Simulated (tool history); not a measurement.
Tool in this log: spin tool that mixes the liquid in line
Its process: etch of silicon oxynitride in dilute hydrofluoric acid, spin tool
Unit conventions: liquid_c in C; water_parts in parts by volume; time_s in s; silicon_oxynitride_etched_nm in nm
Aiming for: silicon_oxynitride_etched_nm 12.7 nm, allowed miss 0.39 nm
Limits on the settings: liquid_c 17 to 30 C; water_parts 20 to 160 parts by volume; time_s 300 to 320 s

{"run": 1, "hour": 0.0, "liquid_c": 22, "water_parts": 90, "time_s": 300, "silicon_oxynitride_etched_nm": 8.4436}
{"run": 2, "hour": 4.6, "liquid_c": 22, "water_parts": 120, "time_s": 300, "silicon_oxynitride_etched_nm": 6.0629}
{"run": 3, "hour": 12.7, "liquid_c": 22, "water_parts": 100, "time_s": 300, "silicon_oxynitride_etched_nm": 7.5054}
{"run": 4, "hour": 17.2, "liquid_c": 22, "water_parts": 100, "time_s": 300, "silicon_oxynitride_etched_nm": 7.5321}
{"run": 5, "hour": 20.9, "liquid_c": 24.5, "water_parts": 95, "time_s": 300, "silicon_oxynitride_etched_nm": 8.8574}
{"run": 6, "hour": 26.5, "liquid_c": 28, "water_parts": 95, "time_s": 300, "silicon_oxynitride_etched_nm": 10.569}
{"run": 7, "hour": 31.5, "liquid_c": 28.5, "water_parts": 90, "time_s": 300, "silicon_oxynitride_etched_nm": 11.456}
{"run": 8, "hour": 34.0, "liquid_c": 29, "water_parts": 90, "time_s": 300, "silicon_oxynitride_etched_nm": 11.896}
{"run": 9, "hour": 37.7, "liquid_c": 29.5, "water_parts": 90, "time_s": 300, "silicon_oxynitride_etched_nm": 11.823}

Next run, 4 choices. One meets every target within its allowed miss, the rest don't. Which?
{"run": "A", "hour": 41.4, "liquid_c": 29, "water_parts": 90, "time_s": 305, "silicon_oxynitride_etched_nm": "?"}
{"run": "B", "hour": 41.4, "liquid_c": 27, "water_parts": 95, "time_s": 320, "silicon_oxynitride_etched_nm": "?"}
{"run": "C", "hour": 41.4, "liquid_c": 28.5, "water_parts": 85, "time_s": 310, "silicon_oxynitride_etched_nm": "?"}
{"run": "D", "hour": 41.4, "liquid_c": 26.5, "water_parts": 90, "time_s": 310, "silicon_oxynitride_etched_nm": "?"}

move=A silicon_oxynitride_etched_nm=11.802
move=B silicon_oxynitride_etched_nm=10.651
move=C silicon_oxynitride_etched_nm=12.475
move=D silicon_oxynitride_etched_nm=10.691
A: about the same distance from the targets as the last run
B: further off than the last run
C: meets every target
D: further off than the last run
Answer: C
